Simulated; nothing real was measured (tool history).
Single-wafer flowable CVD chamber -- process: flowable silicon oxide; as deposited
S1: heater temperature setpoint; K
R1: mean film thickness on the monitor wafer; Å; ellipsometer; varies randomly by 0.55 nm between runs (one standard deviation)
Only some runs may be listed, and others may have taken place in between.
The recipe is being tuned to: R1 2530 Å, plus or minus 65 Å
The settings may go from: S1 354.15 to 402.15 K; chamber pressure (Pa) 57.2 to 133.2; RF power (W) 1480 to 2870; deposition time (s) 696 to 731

run 1 hour=0 | S1=378.15 chamber_pressure_(Pa)=95.2 RF_power_(W)=2175 deposition_time_(s)=731 | R1=3320.4
run 2 hour=6.7 | S1=380.15 chamber_pressure_(Pa)=95.2 RF_power_(W)=2175 deposition_time_(s)=731 | R1=3120
run 3 hour=12.6 | S1=380.15 chamber_pressure_(Pa)=95.2 RF_power_(W)=2175 deposition_time_(s)=696 | R1=2964.2
run 4 hour=13.5 | S1=381.15 chamber_pressure_(Pa)=95.2 RF_power_(W)=2175 deposition_time_(s)=696 | R1=2872.7
run 5 hour=15.2 | S1=372.15 chamber_pressure_(Pa)=95.2 RF_power_(W)=2175 deposition_time_(s)=696 | R1=3870.6
run 6 hour=16.7 | S1=372.15 chamber_pressure_(Pa)=85.2 RF_power_(W)=2175 deposition_time_(s)=696 | R1=3461.7
run 7 hour=19.4 | S1=374.15 chamber_pressure_(Pa)=85.1 RF_power_(W)=2175 deposition_time_(s)=696 | R1=3249.2
run 8 hour=26.6 | S1=376.15 chamber_pressure_(Pa)=85.1 RF_power_(W)=2175 deposition_time_(s)=696 | R1=3031.6
run 9 hour=29.5 | S1=376.15 chamber_pressure_(Pa)=85.1 RF_power_(W)=2175 deposition_time_(s)=696 | R1=3041.9
run 10 hour=34.8 | S1=377.15 chamber_pressure_(Pa)=85.1 RF_power_(W)=2175 deposition_time_(s)=696 | R1=2939.3
run 11 hour=41.9 | S1=377.15 chamber_pressure_(Pa)=85.1 RF_power_(W)=2175 deposition_time_(s)=696 | R1=2936.1
run 12 hour=47.6 | S1=378.15 chamber_pressure_(Pa)=85.1 RF_power_(W)=2175 deposition_time_(s)=696 | R1=2847.8

Of the 4 settings listed for the next run, only one would bring every result within its allowed miss of target. Which one?
run A hour=53.3 | S1=373.15 chamber_pressure_(Pa)=82 RF_power_(W)=2350 deposition_time_(s)=708 | R1=?
run B hour=53.3 | S1=374.15 chamber_pressure_(Pa)=88.4 RF_power_(W)=2175 deposition_time_(s)=715 | R1=?
run C hour=53.3 | S1=380.15 chamber_pressure_(Pa)=95.7 RF_power_(W)=2335 deposition_time_(s)=705 | R1=?
run D hour=53.3 | S1=385.15 chamber_pressure_(Pa)=93.6 RF_power_(W)=2290 deposition_time_(s)=708 | R1=?

move=A R1=3326
move=B R1=3449.1
move=C R1=3044.9
move=D R1=2546.2
A: further off than the last run
B: further off than the last run
C: further off than the last run
D: every result lands within tolerance
Answer: D
